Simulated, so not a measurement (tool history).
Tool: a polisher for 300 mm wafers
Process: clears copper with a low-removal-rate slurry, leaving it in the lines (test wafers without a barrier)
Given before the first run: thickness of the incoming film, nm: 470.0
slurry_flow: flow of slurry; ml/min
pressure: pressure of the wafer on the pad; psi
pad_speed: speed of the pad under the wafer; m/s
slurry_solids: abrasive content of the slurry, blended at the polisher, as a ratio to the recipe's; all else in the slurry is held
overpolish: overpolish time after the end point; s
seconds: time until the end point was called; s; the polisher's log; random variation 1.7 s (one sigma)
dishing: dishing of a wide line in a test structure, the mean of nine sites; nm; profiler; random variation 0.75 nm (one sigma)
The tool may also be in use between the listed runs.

run,hour,slurry_flow,pressure,pad_speed,slurry_solids,overpolish,seconds,dishing
1,0.0,245,2.3,1.36,1.0,16,149.14,30.707
2,1.4,245,2.4,1.36,1.0,17,141.15,33.543
3,4.5,245,2.5,1.36,1.0,18,139.52,36.597
4,5.8,245,2.5,1.52,1.0,18,125.26,39.762
5,8.9,245,2.5,1.52,0.8,18,130.19,38.846
6,15.4,275,2.5,1.52,0.8,18,129.03,38.582

The next listed run, before its measurement:
7,23.8,275,2.6,1.52,0.8,19,?,?

seconds: 127.58 s
dishing: 41.184 nm

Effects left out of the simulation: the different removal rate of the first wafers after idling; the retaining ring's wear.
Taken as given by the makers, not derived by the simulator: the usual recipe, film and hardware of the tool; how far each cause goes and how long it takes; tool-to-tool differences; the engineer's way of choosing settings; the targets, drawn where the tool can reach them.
